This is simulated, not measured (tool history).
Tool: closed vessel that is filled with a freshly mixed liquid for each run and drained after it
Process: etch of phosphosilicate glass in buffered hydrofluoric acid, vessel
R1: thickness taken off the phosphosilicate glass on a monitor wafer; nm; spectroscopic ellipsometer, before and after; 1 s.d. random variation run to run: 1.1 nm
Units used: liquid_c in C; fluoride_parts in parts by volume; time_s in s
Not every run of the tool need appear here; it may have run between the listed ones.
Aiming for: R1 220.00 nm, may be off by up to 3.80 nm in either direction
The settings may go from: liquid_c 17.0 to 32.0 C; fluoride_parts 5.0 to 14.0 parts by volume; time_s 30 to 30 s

Run 1, hour 0.0: liquid_c 24.0 C, fluoride_parts 8.5 parts by volume, time_s 30 s. Result: R1 310.74 nm.
Run 2, hour 8.9: liquid_c 23.5 C, fluoride_parts 8.5 parts by volume, time_s 30 s. Result: R1 300.62 nm.
Run 3, hour 16.2: liquid_c 23.5 C, fluoride_parts 7.5 parts by volume, time_s 30 s. Result: R1 344.95 nm.
Run 4, hour 23.5: liquid_c 23.0 C, fluoride_parts 7.5 parts by volume, time_s 30 s. Result: R1 337.45 nm.
Run 5, hour 28.9: liquid_c 23.0 C, fluoride_parts 7.5 parts by volume, time_s 30 s. Result: R1 336.18 nm.
At hour 35.7: thermometer replaced.
Run 6, hour 35.7: liquid_c 22.5 C, fluoride_parts 7.5 parts by volume, time_s 30 s. Result: R1 367.87 nm.
Run 7, hour 41.4: liquid_c 23.5 C, fluoride_parts 7.5 parts by volume, time_s 30 s. Result: R1 389.57 nm.
Run 8, hour 48.1: liquid_c 23.0 C, fluoride_parts 7.5 parts by volume, time_s 30 s. Result: R1 375.38 nm.
Run 9, hour 55.1: liquid_c 22.5 C, fluoride_parts 8.0 parts by volume, time_s 30 s. Result: R1 344.13 nm.
Run 10, hour 62.1: liquid_c 23.5 C, fluoride_parts 8.5 parts by volume, time_s 30 s. Result: R1 336.08 nm.
Run 11, hour 65.2: liquid_c 23.0 C, fluoride_parts 9.0 parts by volume, time_s 30 s. Result: R1 310.68 nm.
Run 12, hour 73.4: liquid_c 23.0 C, fluoride_parts 9.5 parts by volume, time_s 30 s. Result: R1 300.72 nm.
Run 13, hour 76.6: liquid_c 23.0 C, fluoride_parts 10.0 parts by volume, time_s 30 s. Result: R1 289.20 nm.
Run 14, hour 78.4: liquid_c 23.0 C, fluoride_parts 10.5 parts by volume, time_s 30 s. Result: R1 276.08 nm.
Run 15, hour 79.8: liquid_c 22.5 C, fluoride_parts 11.0 parts by volume, time_s 30 s. Result: R1 256.46 nm.
Run 16, hour 86.3: liquid_c 22.0 C, fluoride_parts 11.0 parts by volume, time_s 30 s. Result: R1 248.93 nm.
Run 17, hour 93.9: liquid_c 21.5 C, fluoride_parts 11.0 parts by volume, time_s 30 s. Result: R1 244.28 nm.
Run 18, hour 96.8: liquid_c 21.5 C, fluoride_parts 11.0 parts by volume, time_s 30 s. Result: R1 244.15 nm.
Run 19, hour 103.1: liquid_c 21.0 C, fluoride_parts 11.0 parts by volume, time_s 30 s. Result: R1 236.09 nm.

Exactly one of the 4 candidate moves below puts every result within its allowed miss. Which one?
Run A, hour 109.4: liquid_c 19.0 C, fluoride_parts 10.5 parts by volume, time_s 30 s. Result: R1 ?.
Run B, hour 109.4: liquid_c 22.5 C, fluoride_parts 11.0 parts by volume, time_s 30 s. Result: R1 ?.
Run C, hour 109.4: liquid_c 22.0 C, fluoride_parts 11.0 parts by volume, time_s 30 s. Result: R1 ?.
Run D, hour 109.4: liquid_c 21.5 C, fluoride_parts 11.0 parts by volume, time_s 30 s. Result: R1 ?.

move      R1
   A  223.54
   B  259.63
   C  252.57
   D  245.68
A: each result inside its tolerance
B: moves away from the targets compared with the last run
C: moves away from the targets compared with the last run
D: moves away from the targets compared with the last run
Move A is the one to make.
